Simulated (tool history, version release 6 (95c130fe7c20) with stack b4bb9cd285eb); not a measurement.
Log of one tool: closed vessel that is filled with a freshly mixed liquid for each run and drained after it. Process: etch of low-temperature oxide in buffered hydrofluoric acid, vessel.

| run | hour | temperature setpoint of the liquid (°C) | parts of 40 % ammonium fluoride to one part of 49 % hydrofluoric acid (parts by volume) | time in the liquid (s) | thickness taken off the low-temperature oxide on a monitor wafer (Å) |
|---|---|---|---|---|---|
| 1 | 0 | 23 | 19.5 | 100 | 1969 |
| 2 | 3.2 | 26 | 19.5 | 100 | 2310.1 |
| 3 | 8.7 | 26 | 22 | 100 | 2116.9 |
| 4 | 12.4 | 27 | 21 | 100 | 2300 |
| 5 | 19.3 | 25 | 21 | 100 | 2058.6 |
| 6 | 23.2 | 25 | 18.5 | 100 | 2305.3 |
| 7 | 25.1 | 26.5 | 18 | 100 | 2571.7 |

The next listed run, before its measurement:
| 8 | 28.4 | 27.5 | 18 | 100 | ? |

Run 8 gave thickness taken off the low-temperature oxide on a monitor wafer (Å) 2699.5.
